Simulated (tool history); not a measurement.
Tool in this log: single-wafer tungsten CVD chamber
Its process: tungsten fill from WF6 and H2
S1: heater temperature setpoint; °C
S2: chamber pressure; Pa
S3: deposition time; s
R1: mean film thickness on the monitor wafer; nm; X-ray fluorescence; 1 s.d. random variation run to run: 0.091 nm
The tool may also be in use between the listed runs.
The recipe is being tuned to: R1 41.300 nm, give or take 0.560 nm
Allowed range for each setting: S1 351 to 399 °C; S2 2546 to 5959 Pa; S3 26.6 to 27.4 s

run  hour   S1    S2    S3      R1
  1   0.0  375  4253  26.6  46.024
  2   4.5  374  4253  26.6  45.347
  3   9.5  373  4253  26.6  44.213
  4  13.7  372  4253  26.6  43.303
  5  16.9  372  4746  26.6  45.399
  6  20.5  371  4746  26.6  44.662
  7  27.5  370  4746  26.6  43.731
  8  34.2  370  4746  26.6  43.752
  9  36.1  369  4746  26.6  42.737

Of the 5 settings listed for the next run, only one would bring every result within its allowed miss of target. Which one?
  A  38.0  370  4800  26.7   ?
  B  38.0  369  4906  26.6   ?
  C  38.0  368  4986  26.6   ?
  D  38.0  369  5053  26.6   ?
  E  38.0  369  4386  26.6   ?

move      R1
   A  43.909
   B  43.234
   C  42.610
   D  43.841
   E  40.987
A: its largest miss is bigger than the last run's
B: its largest miss is bigger than the last run's
C: better than the last run, though not everything is in spec
D: its largest miss is bigger than the last run's
E: each result inside its tolerance
So the answer is move E, the one that meets all the targets.
